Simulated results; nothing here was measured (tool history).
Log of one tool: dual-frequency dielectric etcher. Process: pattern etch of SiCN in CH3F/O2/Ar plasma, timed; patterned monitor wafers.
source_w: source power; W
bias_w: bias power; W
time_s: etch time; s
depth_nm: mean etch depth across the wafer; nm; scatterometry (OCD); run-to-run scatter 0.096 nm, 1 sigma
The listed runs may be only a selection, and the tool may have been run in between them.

| run | hour | source_w | bias_w | time_s | depth_nm |
|---|---|---|---|---|---|
| 1 | 0 | 500 | 70 | 39.5 | 15.967 |
| 2 | 1.9 | 500 | 70 | 36 | 14.652 |
| 3 | 2.7 | 530 | 72 | 36 | 15.005 |
| 4 | 8.8 | 550 | 77 | 36.5 | 15.498 |
| 5 | 16.9 | 550 | 85 | 36.5 | 15.815 |
| 6 | 23.9 | 550 | 85 | 36 | 15.919 |

What will run 7 give?
| 7 | 29.1 | 570 | 88 | 36 | ? |

For run 7 the tool returned depth_nm 16 nm.

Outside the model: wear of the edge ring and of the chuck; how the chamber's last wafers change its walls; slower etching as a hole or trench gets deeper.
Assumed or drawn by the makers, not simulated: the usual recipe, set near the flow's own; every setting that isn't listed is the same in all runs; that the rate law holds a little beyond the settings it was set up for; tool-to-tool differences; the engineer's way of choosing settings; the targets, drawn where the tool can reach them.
